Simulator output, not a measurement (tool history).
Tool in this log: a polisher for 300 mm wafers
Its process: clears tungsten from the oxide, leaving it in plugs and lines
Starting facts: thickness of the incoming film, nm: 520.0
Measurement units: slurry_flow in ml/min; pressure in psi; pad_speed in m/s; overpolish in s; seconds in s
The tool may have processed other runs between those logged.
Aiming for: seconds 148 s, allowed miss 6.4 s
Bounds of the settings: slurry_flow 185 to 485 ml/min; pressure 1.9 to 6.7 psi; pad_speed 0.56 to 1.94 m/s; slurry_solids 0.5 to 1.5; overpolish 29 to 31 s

Run 1, hour 0: slurry_flow 310 ml/min, pressure 4.3 psi, pad_speed 1.24 m/s, slurry_solids 1, overpolish 29 s. Result: seconds 77.683 s.
Run 2, hour 8.1: slurry_flow 280 ml/min, pressure 4.3 psi, pad_speed 1.24 m/s, slurry_solids 1, overpolish 29 s. Result: seconds 79.951 s.
Run 3, hour 16.7: slurry_flow 280 ml/min, pressure 4.3 psi, pad_speed 1 m/s, slurry_solids 1, overpolish 29 s. Result: seconds 91.002 s.
Run 4, hour 22.7: slurry_flow 280 ml/min, pressure 3.9 psi, pad_speed 1 m/s, slurry_solids 1, overpolish 29 s. Result: seconds 99.74 s.
Run 5, hour 27.8: slurry_flow 280 ml/min, pressure 3.9 psi, pad_speed 1 m/s, slurry_solids 1.1, overpolish 29 s. Result: seconds 98.013 s.
Run 6, hour 31.2: slurry_flow 280 ml/min, pressure 3.9 psi, pad_speed 0.72 m/s, slurry_solids 1.1, overpolish 29 s. Result: seconds 119.4 s.
Run 7, hour 39.6: slurry_flow 280 ml/min, pressure 3.6 psi, pad_speed 0.72 m/s, slurry_solids 1.1, overpolish 29 s. Result: seconds 123.7 s.
Run 8, hour 44.6: slurry_flow 280 ml/min, pressure 3.3 psi, pad_speed 0.72 m/s, slurry_solids 1.1, overpolish 29 s. Result: seconds 131.94 s.
Run 9, hour 45.2: slurry_flow 280 ml/min, pressure 3.1 psi, pad_speed 0.72 m/s, slurry_solids 1.1, overpolish 29 s. Result: seconds 138.43 s.
Run 10, hour 46.8: slurry_flow 280 ml/min, pressure 3.1 psi, pad_speed 0.72 m/s, slurry_solids 1.1, overpolish 29 s. Result: seconds 142.17 s.

Next run, 5 choices. One meets every target within its allowed miss, the rest don't. Which?
Run A, hour 48.4: slurry_flow 305 ml/min, pressure 3.9 psi, pad_speed 0.56 m/s, slurry_solids 1.2, overpolish 29 s. Result: seconds ?.
Run B, hour 48.4: slurry_flow 260 ml/min, pressure 2.8 psi, pad_speed 0.8 m/s, slurry_solids 0.9, overpolish 30 s. Result: seconds ?.
Run C, hour 48.4: slurry_flow 305 ml/min, pressure 3.6 psi, pad_speed 0.74 m/s, slurry_solids 1.1, overpolish 29 s. Result: seconds ?.
Run D, hour 48.4: slurry_flow 265 ml/min, pressure 3.1 psi, pad_speed 0.72 m/s, slurry_solids 1.4, overpolish 29 s. Result: seconds ?.
Run E, hour 48.4: slurry_flow 340 ml/min, pressure 2.8 psi, pad_speed 0.9 m/s, slurry_solids 1.15, overpolish 31 s. Result: seconds ?.

move  seconds
   A   131.35
   B   146.93
   C   121.55
   D   132.63
   E   126.36
A: misses by more than the last run did
B: in spec on every target
C: misses by more than the last run did
D: misses by more than the last run did
E: misses by more than the last run did
So the answer is move B, the one that meets all the targets.
